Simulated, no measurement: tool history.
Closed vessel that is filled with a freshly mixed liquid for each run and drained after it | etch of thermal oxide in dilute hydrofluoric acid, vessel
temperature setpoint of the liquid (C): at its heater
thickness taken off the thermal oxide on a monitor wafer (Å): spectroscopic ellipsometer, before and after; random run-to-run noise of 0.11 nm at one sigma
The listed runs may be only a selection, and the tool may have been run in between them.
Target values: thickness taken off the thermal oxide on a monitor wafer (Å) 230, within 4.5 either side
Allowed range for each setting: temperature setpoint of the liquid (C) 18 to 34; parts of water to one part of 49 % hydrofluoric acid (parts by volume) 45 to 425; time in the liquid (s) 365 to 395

run,hour,temperature setpoint of the liquid (C),parts of water to one part of 49 % hydrofluoric acid (parts by volume),time in the liquid (s),thickness taken off the thermal oxide on a monitor wafer (Å)
1,0,26,235,365,73.179
2,7.9,26,275,365,59.222
3,14.4,26,220,365,78.586
4,20.4,26,145,365,131.67
5,21.5,28,135,365,154.97
6,28,28,135,395,166.27
7,31.3,29.5,130,395,185.92
8,39.4,30.5,130,395,190.09
9,47.3,31.5,125,395,207.34
10,48.3,32,125,395,211.23
11,52.2,32,125,395,212.08
12,56.5,32.5,125,395,214.62
13,63.6,33,125,395,219.9
14,66.5,33,125,395,217.26
15,75.4,33.5,125,395,220.93
16,79.3,34,120,395,237.62

Which of these 5 next moves meets every target?
A,83.2,33,110,395,?
B,83.2,34,115,390,?
C,83.2,33,120,395,?
D,83.2,32,110,390,?
E,83.2,34,115,395,?

move,thickness taken off the thermal oxide on a monitor wafer (Å)
A,253.6
B,246.4
C,229.06
D,241.47
E,249.56
A: the biggest miss grows against the last run
B: the biggest miss grows against the last run
C: every result lands within tolerance
D: the biggest miss grows against the last run
E: the biggest miss grows against the last run
C meets every target.
